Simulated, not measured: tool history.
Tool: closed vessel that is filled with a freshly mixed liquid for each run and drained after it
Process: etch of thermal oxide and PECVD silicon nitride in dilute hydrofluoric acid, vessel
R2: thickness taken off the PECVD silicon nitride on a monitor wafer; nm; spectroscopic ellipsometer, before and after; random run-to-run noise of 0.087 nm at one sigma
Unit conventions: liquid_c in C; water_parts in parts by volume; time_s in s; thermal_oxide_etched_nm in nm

Run 1, day 0: liquid_c 22 C, water_parts 90 parts by volume, time_s 335 s. Result: thermal_oxide_etched_nm 15.767 nm, R2 14.603 nm.
Run 2, day 0.379: liquid_c 22 C, water_parts 60 parts by volume, time_s 335 s. Result: thermal_oxide_etched_nm 24.327 nm, R2 21.872 nm.
Run 3, day 0.692: liquid_c 21.5 C, water_parts 60 parts by volume, time_s 335 s. Result: thermal_oxide_etched_nm 23.696 nm, R2 20.979 nm.
Run 4, day 0.817: liquid_c 21.5 C, water_parts 50 parts by volume, time_s 335 s. Result: thermal_oxide_etched_nm 28.49 nm, R2 25.52 nm.
Run 5, day 1.079: liquid_c 21 C, water_parts 50 parts by volume, time_s 335 s. Result: thermal_oxide_etched_nm 28.662 nm, R2 24.276 nm.
Run 6, day 1.15: liquid_c 19 C, water_parts 50 parts by volume, time_s 335 s. Result: thermal_oxide_etched_nm 26.007 nm, R2 21.126 nm.
Run 7, day 1.358: liquid_c 19 C, water_parts 55 parts by volume, time_s 335 s. Result: thermal_oxide_etched_nm 23.46 nm, R2 19.263 nm.

The next listed run, before its measurement:
Run 8, day 1.538: liquid_c 19.5 C, water_parts 60 parts by volume, time_s 340 s. Result: thermal_oxide_etched_nm ?, R2 ?.

thermal_oxide_etched_nm: 21.924 nm
R2: 18.569 nm
